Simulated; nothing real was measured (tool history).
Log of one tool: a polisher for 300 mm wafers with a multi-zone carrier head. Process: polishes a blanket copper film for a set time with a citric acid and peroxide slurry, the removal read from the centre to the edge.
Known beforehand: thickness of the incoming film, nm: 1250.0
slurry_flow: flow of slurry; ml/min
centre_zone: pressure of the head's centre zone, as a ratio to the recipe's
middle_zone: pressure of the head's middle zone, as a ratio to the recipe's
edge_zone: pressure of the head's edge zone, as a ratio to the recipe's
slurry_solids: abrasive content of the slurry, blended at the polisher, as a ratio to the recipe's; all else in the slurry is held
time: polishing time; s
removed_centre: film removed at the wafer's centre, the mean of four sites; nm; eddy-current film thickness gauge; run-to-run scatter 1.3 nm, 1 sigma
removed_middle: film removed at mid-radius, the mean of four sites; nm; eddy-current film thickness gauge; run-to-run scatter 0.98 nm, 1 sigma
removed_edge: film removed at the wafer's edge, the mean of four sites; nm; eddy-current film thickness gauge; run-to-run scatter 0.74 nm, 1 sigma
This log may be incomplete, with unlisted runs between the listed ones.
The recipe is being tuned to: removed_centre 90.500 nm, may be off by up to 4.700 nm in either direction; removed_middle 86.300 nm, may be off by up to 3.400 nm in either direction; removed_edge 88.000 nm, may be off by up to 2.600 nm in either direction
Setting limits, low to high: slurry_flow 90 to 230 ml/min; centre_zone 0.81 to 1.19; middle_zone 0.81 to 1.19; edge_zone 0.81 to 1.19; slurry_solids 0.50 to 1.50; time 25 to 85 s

Run 1, hour 0.0: slurry_flow 150 ml/min, centre_zone 1.00, middle_zone 1.00, edge_zone 1.00, slurry_solids 1.00, time 55 s. Result: removed_centre 134.580 nm, removed_middle 134.690 nm, removed_edge 138.570 nm.
Run 2, hour 8.9: slurry_flow 145 ml/min, centre_zone 1.00, middle_zone 0.99, edge_zone 0.98, slurry_solids 0.90, time 53 s. Result: removed_centre 127.640 nm, removed_middle 125.760 nm, removed_edge 127.810 nm.
Run 3, hour 13.5: slurry_flow 145 ml/min, centre_zone 1.00, middle_zone 0.99, edge_zone 1.02, slurry_solids 0.90, time 53 s. Result: removed_centre 122.480 nm, removed_middle 127.050 nm, removed_edge 130.700 nm.
Run 4, hour 17.0: slurry_flow 140 ml/min, centre_zone 0.99, middle_zone 0.98, edge_zone 1.00, slurry_solids 0.85, time 51 s. Result: removed_centre 118.200 nm, removed_middle 118.250 nm, removed_edge 122.710 nm.
Run 5, hour 24.2: slurry_flow 135 ml/min, centre_zone 0.98, middle_zone 0.97, edge_zone 0.98, slurry_solids 0.80, time 50 s. Result: removed_centre 107.630 nm, removed_middle 113.210 nm, removed_edge 117.860 nm.
Run 6, hour 31.3: slurry_flow 135 ml/min, centre_zone 0.98, middle_zone 0.97, edge_zone 0.98, slurry_solids 0.80, time 63 s. Result: removed_centre 137.430 nm, removed_middle 141.220 nm, removed_edge 146.930 nm.
Run 7, hour 32.4: slurry_flow 120 ml/min, centre_zone 1.05, middle_zone 0.91, edge_zone 0.88, slurry_solids 0.55, time 48 s. Result: removed_centre 99.362 nm, removed_middle 91.718 nm, removed_edge 96.334 nm.
Run 8, hour 33.0: slurry_flow 120 ml/min, centre_zone 1.05, middle_zone 0.91, edge_zone 0.87, slurry_solids 0.55, time 48 s. Result: removed_centre 101.920 nm, removed_middle 92.746 nm, removed_edge 95.509 nm.
Run 9, hour 40.9: slurry_flow 115 ml/min, centre_zone 1.04, middle_zone 0.91, edge_zone 0.86, slurry_solids 0.55, time 48 s. Result: removed_centre 101.090 nm, removed_middle 91.421 nm, removed_edge 95.002 nm.
Run 10, hour 46.0: slurry_flow 115 ml/min, centre_zone 1.03, middle_zone 0.91, edge_zone 0.86, slurry_solids 0.55, time 48 s. Result: removed_centre 98.377 nm, removed_middle 91.145 nm, removed_edge 95.109 nm.
Run 11, hour 50.1: slurry_flow 115 ml/min, centre_zone 1.03, middle_zone 0.91, edge_zone 0.85, slurry_solids 0.55, time 48 s. Result: removed_centre 97.747 nm, removed_middle 90.051 nm, removed_edge 92.790 nm.
Run 12, hour 59.0: slurry_flow 115 ml/min, centre_zone 1.03, middle_zone 0.91, edge_zone 0.85, slurry_solids 0.55, time 48 s. Result: removed_centre 99.803 nm, removed_middle 91.471 nm, removed_edge 95.146 nm.

Consider the 4 candidate settings below. Which is the only one whose results all fall within their allowed miss of target?
Run A, hour 67.9: slurry_flow 130 ml/min, centre_zone 1.06, middle_zone 0.98, edge_zone 0.81, slurry_solids 0.50, time 42 s. Result: removed_centre ?, removed_middle ?, removed_edge ?.
Run B, hour 67.9: slurry_flow 90 ml/min, centre_zone 0.92, middle_zone 1.03, edge_zone 0.96, slurry_solids 0.50, time 48 s. Result: removed_centre ?, removed_middle ?, removed_edge ?.
Run C, hour 67.9: slurry_flow 125 ml/min, centre_zone 1.02, middle_zone 0.93, edge_zone 0.87, slurry_solids 0.55, time 44 s. Result: removed_centre ?, removed_middle ?, removed_edge ?.
Run D, hour 67.9: slurry_flow 95 ml/min, centre_zone 1.11, middle_zone 0.90, edge_zone 0.81, slurry_solids 0.65, time 46 s. Result: removed_centre ?, removed_middle ?, removed_edge ?.

move  removed_centre  removed_middle  removed_edge
   A          90.065          84.477        80.655
   B          80.055          91.474        93.268
   C          91.771          85.966        88.600
   D         100.030          84.725        88.805
A: moves the result that the last run missed by most past its target, out the other side
B: better than the last run, though not everything is in spec
C: all results land within tolerance of their targets
D: puts the biggest miss on target and leaves a different result outside tolerance
C meets every target.
